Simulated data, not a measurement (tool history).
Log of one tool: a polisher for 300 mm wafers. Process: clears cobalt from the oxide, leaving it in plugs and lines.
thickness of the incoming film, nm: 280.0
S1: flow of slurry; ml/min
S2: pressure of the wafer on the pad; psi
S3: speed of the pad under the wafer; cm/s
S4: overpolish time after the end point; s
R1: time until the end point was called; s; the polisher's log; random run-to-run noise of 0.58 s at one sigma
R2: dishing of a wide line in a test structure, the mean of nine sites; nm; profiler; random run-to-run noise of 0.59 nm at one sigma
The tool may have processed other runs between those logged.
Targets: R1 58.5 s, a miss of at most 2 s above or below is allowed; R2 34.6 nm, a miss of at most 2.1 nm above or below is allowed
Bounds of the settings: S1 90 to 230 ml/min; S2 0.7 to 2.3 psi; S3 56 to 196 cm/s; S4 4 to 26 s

run,hour,S1,S2,S3,S4,R1,R2
1,0,150,1.5,126,13,59.047,44.542
2,4.5,150,1.4,126,13,63.792,43.212
3,9.3,155,1.4,126,12,61.8,39.582
4,11.4,190,1.4,126,12,59.916,41.167
5,19.7,190,1.4,126,11,60.152,39.967
6,22.5,190,1.4,152,11,50.573,44.74
7,26.1,165,1.2,152,7,59.394,27.669
8,27.3,170,1.2,152,8,60.067,30.94

Pick the move, out of 5, that brings all results within their allowed miss; only one does.
A,28.5,175,1.3,132,10,?,?
B,28.5,225,1.1,154,10,?,?
C,28.5,160,1.1,164,7,?,?
D,28.5,170,1.3,146,9,?,?
E,28.5,180,1.3,142,8,?,?

move,R1,R2
A,62.541,34.643
B,61.707,34.996
C,61.301,26.611
D,57.401,34.124
E,58.316,30.804
A: the furthest-off result lands on target, but another misses its tolerance
B: the furthest-off result lands on target, but another misses its tolerance
C: further off than the last run
D: every result within its allowed miss
E: no better and no worse than the last run
The right move is D.

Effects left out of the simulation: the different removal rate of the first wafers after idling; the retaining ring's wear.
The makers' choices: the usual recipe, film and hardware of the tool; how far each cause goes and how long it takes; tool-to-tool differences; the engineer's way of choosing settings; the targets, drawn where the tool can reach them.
